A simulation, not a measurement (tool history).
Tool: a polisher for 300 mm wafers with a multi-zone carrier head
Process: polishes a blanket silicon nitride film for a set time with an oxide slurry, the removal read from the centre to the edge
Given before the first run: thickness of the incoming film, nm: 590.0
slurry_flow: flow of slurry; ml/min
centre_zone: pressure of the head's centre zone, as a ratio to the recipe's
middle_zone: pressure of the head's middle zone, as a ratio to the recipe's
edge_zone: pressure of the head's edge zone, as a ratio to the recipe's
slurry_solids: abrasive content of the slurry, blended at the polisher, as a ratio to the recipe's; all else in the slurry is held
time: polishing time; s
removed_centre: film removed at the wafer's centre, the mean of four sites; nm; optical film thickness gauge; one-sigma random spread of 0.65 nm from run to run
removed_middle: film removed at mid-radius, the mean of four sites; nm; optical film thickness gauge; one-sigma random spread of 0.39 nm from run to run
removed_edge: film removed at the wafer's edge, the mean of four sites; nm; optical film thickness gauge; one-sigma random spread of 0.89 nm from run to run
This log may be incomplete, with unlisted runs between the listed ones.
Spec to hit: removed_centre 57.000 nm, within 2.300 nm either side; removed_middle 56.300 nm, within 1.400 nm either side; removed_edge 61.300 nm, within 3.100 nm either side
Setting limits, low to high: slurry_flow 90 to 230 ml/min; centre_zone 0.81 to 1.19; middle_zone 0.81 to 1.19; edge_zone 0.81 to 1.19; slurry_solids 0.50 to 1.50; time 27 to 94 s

{"run": 1, "hour": 0.0, "slurry_flow": 150, "centre_zone": 1.0, "middle_zone": 1.0, "edge_zone": 1.0, "slurry_solids": 1.0, "time": 60, "removed_centre": 42.579, "removed_middle": 41.698, "removed_edge": 41.398}
{"run": 2, "hour": 7.8, "slurry_flow": 150, "centre_zone": 1.0, "middle_zone": 1.0, "edge_zone": 1.0, "slurry_solids": 1.0, "time": 46, "removed_centre": 31.674, "removed_middle": 31.859, "removed_edge": 31.732}
{"run": 3, "hour": 13.5, "slurry_flow": 150, "centre_zone": 1.0, "middle_zone": 1.0, "edge_zone": 1.03, "slurry_solids": 1.0, "time": 46, "removed_centre": 32.308, "removed_middle": 31.86, "removed_edge": 32.509}
{"run": 4, "hour": 22.2, "slurry_flow": 155, "centre_zone": 0.99, "middle_zone": 1.01, "edge_zone": 1.07, "slurry_solids": 1.15, "time": 50, "removed_centre": 38.072, "removed_middle": 38.199, "removed_edge": 40.299}
{"run": 5, "hour": 27.3, "slurry_flow": 165, "centre_zone": 1.01, "middle_zone": 1.03, "edge_zone": 1.1, "slurry_solids": 1.25, "time": 51, "removed_centre": 41.8, "removed_middle": 42.316, "removed_edge": 44.43}
{"run": 6, "hour": 30.7, "slurry_flow": 165, "centre_zone": 1.05, "middle_zone": 1.03, "edge_zone": 1.1, "slurry_solids": 1.25, "time": 51, "removed_centre": 43.951, "removed_middle": 42.685, "removed_edge": 42.905}
{"run": 7, "hour": 32.7, "slurry_flow": 175, "centre_zone": 1.04, "middle_zone": 1.03, "edge_zone": 1.12, "slurry_solids": 1.3, "time": 53, "removed_centre": 46.764, "removed_middle": 44.686, "removed_edge": 47.802}
{"run": 8, "hour": 38.4, "slurry_flow": 185, "centre_zone": 1.04, "middle_zone": 1.05, "edge_zone": 1.14, "slurry_solids": 1.35, "time": 54, "removed_centre": 48.954, "removed_middle": 48.18, "removed_edge": 48.554}
{"run": 9, "hour": 44.8, "slurry_flow": 175, "centre_zone": 1.04, "middle_zone": 1.05, "edge_zone": 1.15, "slurry_solids": 1.4, "time": 56, "removed_centre": 51.506, "removed_middle": 50.16, "removed_edge": 52.523}

Next run, 5 choices. One meets every target within its allowed miss, the rest don't. Which?
{"run": "A", "hour": 51.2, "slurry_flow": 200, "centre_zone": 0.99, "middle_zone": 1.1, "edge_zone": 1.18, "slurry_solids": 1.35, "time": 57, "removed_centre": "?", "removed_middle": "?", "removed_edge": "?"}
{"run": "B", "hour": 51.2, "slurry_flow": 185, "centre_zone": 0.97, "middle_zone": 1.02, "edge_zone": 1.14, "slurry_solids": 1.5, "time": 50, "removed_centre": "?", "removed_middle": "?", "removed_edge": "?"}
{"run": "C", "hour": 51.2, "slurry_flow": 145, "centre_zone": 1.09, "middle_zone": 0.91, "edge_zone": 1.19, "slurry_solids": 1.45, "time": 58, "removed_centre": "?", "removed_middle": "?", "removed_edge": "?"}
{"run": "D", "hour": 51.2, "slurry_flow": 155, "centre_zone": 0.89, "middle_zone": 0.9, "edge_zone": 1.19, "slurry_solids": 1.4, "time": 61, "removed_centre": "?", "removed_middle": "?", "removed_edge": "?"}
{"run": "E", "hour": 51.2, "slurry_flow": 205, "centre_zone": 0.99, "middle_zone": 1.01, "edge_zone": 1.17, "slurry_solids": 1.5, "time": 62, "removed_centre": "?", "removed_middle": "?", "removed_edge": "?"}

move=A removed_centre=50.641 removed_middle=53.265 removed_edge=53.179
move=B removed_centre=44.940 removed_middle=45.342 removed_edge=47.616
move=C removed_centre=54.820 removed_middle=44.944 removed_edge=53.908
move=D removed_centre=47.015 removed_middle=46.819 removed_edge=56.401
move=E removed_centre=57.906 removed_middle=56.651 removed_edge=60.567
A: closer than the last run, but not yet in spec
B: further off than the last run
C: further off than the last run
D: further off than the last run
E: every result within its allowed miss
E meets every target.

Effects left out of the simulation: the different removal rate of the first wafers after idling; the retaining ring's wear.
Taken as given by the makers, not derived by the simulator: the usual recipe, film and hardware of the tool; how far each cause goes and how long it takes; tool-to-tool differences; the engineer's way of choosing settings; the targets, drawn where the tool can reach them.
